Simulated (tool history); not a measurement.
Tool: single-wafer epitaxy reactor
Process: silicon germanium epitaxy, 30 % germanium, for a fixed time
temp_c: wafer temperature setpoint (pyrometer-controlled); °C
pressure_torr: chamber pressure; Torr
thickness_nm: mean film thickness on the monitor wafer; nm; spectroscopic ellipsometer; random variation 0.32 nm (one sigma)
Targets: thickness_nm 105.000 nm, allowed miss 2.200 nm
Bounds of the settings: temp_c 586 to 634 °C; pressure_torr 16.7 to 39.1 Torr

run 1 day=0.000 | temp_c=610 pressure_torr=27.9 | thickness_nm=82.829
run 2 day=0.233 | temp_c=604 pressure_torr=27.9 | thickness_nm=75.111
run 3 day=0.562 | temp_c=604 pressure_torr=23.5 | thickness_nm=71.689
run 4 day=0.892 | temp_c=611 pressure_torr=23.8 | thickness_nm=80.526
run 5 day=1.108 | temp_c=615 pressure_torr=23.8 | thickness_nm=85.481
run 6 day=1.258 | temp_c=611 pressure_torr=23.8 | thickness_nm=80.423
run 7 day=1.354 | temp_c=616 pressure_torr=24.0 | thickness_nm=87.916
run 8 day=1.650 | temp_c=619 pressure_torr=24.1 | thickness_nm=92.137
run 9 day=1.779 | temp_c=622 pressure_torr=24.2 | thickness_nm=96.019
-- day=2.029 capacitance manometer re-zeroed and calibrated
run 10 day=2.029 | temp_c=624 pressure_torr=24.3 | thickness_nm=98.545
run 11 day=2.321 | temp_c=625 pressure_torr=24.4 | thickness_nm=100.180
run 12 day=2.492 | temp_c=626 pressure_torr=24.4 | thickness_nm=101.810

4 next moves are on the table. One of them brings every result within its allowed miss. Which?
run A day=2.662 | temp_c=626 pressure_torr=21.9 | thickness_nm=?
run B day=2.662 | temp_c=627 pressure_torr=21.5 | thickness_nm=?
run C day=2.662 | temp_c=625 pressure_torr=24.6 | thickness_nm=?
run D day=2.662 | temp_c=628 pressure_torr=24.0 | thickness_nm=?

move=A thickness_nm=99.088
move=B thickness_nm=100.170
move=C thickness_nm=100.620
move=D thickness_nm=104.740
A: further off than the last run
B: further off than the last run
C: further off than the last run
D: meets every target
Move D is the one to make.
